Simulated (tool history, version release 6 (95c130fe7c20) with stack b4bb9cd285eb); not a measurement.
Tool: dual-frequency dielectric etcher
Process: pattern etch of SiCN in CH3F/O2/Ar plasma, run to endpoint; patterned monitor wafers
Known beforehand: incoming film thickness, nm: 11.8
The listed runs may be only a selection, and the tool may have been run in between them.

run,hour,source power (kW),bias power (kW),endpoint time (s)
1,0.0,0.300,0.080,36.797
2,6.6,0.320,0.083,35.690
3,13.9,0.340,0.087,34.054
4,15.2,0.290,0.087,36.024
5,20.6,0.290,0.099,34.115
6,28.7,0.310,0.101,33.077

Run 7 has not been measured yet. What should we expect?
7,33.6,0.320,0.102,?

endpoint time (s): 32.650

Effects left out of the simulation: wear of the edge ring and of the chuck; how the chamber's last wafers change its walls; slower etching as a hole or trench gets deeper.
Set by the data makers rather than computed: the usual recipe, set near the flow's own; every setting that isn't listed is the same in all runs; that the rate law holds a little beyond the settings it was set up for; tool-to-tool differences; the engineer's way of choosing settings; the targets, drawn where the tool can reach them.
